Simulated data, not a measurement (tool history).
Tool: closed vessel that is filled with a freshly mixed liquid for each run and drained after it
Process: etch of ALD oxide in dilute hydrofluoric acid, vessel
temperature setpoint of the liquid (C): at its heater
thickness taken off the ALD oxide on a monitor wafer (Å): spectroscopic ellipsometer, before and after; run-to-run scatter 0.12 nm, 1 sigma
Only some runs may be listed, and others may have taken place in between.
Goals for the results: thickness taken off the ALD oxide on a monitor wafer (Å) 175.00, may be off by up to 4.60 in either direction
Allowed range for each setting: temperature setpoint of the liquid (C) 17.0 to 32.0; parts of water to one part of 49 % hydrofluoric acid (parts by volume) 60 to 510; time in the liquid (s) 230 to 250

run    day  temperature setpoint of the liquid (C)  parts of water to one part of 49 % hydrofluoric acid (parts by volume)  time in the liquid (s)  thickness taken off the ALD oxide on a monitor wafer (Å)
  1  0.000                                    24.0                                                                     285                     230                                                    102.73
  2  0.100                                    24.0                                                                     285                     250                                                    111.20
  3  0.221                                    26.0                                                                     275                     250                                                    124.96
  4  0.379                                    27.5                                                                     265                     250                                                    136.35
  5  0.608                                    28.5                                                                     255                     250                                                    149.69
  6  0.675                                    28.5                                                                     255                     250                                                    151.48
  7  0.862                                    29.5                                                                     255                     250                                                    154.50
  8  0.933                                    30.0                                                                     250                     250                                                    160.98
  9  1.221                                    30.5                                                                     250                     250                                                    163.57
 10  1.588                                    31.0                                                                     250                     250                                                    165.93

Consider the 5 candidate settings below. Which is the only one whose results all fall within their allowed miss of target?
  A  1.954                                    30.0                                                                     235                     230                                                         ?
  B  1.954                                    32.0                                                                     265                     235                                                         ?
  C  1.954                                    32.0                                                                     230                     230                                                         ?
  D  1.954                                    30.5                                                                     235                     230                                                         ?
  E  1.954                                    31.0                                                                     255                     250                                                         ?

move  thickness taken off the ALD oxide on a monitor wafer (Å)
   A                                                    160.35
   B                                                    149.77
   C                                                    176.19
   D                                                    163.06
   E                                                    162.19
A: further off than the last run
B: further off than the last run
C: all results land within tolerance of their targets
D: further off than the last run
E: further off than the last run
Move C is the one to make.
